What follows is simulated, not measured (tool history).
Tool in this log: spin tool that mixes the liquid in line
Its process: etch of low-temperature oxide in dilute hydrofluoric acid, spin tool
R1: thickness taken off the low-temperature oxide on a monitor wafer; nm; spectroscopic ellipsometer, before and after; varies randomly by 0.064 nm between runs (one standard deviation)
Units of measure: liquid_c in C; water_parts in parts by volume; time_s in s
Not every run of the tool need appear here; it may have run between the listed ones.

Run 1, day 0.000: liquid_c 24.0 C, water_parts 205 parts by volume, time_s 135 s. Result: R1 7.0375 nm.
Run 2, day 0.233: liquid_c 24.0 C, water_parts 240 parts by volume, time_s 135 s. Result: R1 5.7812 nm.
Run 3, day 0.296: liquid_c 24.0 C, water_parts 240 parts by volume, time_s 135 s. Result: R1 5.8074 nm.
Run 4, day 0.554: liquid_c 25.5 C, water_parts 235 parts by volume, time_s 135 s. Result: R1 6.2575 nm.
Run 5, day 0.721: liquid_c 25.5 C, water_parts 235 parts by volume, time_s 135 s. Result: R1 6.2534 nm.
Run 6, day 0.862: liquid_c 26.5 C, water_parts 230 parts by volume, time_s 135 s. Result: R1 6.6967 nm.

Estimate the outcome of run 7 from the log above:
Run 7, day 1.196: liquid_c 27.5 C, water_parts 230 parts by volume, time_s 135 s. Result: R1 ?.

R1: 6.7997 nm

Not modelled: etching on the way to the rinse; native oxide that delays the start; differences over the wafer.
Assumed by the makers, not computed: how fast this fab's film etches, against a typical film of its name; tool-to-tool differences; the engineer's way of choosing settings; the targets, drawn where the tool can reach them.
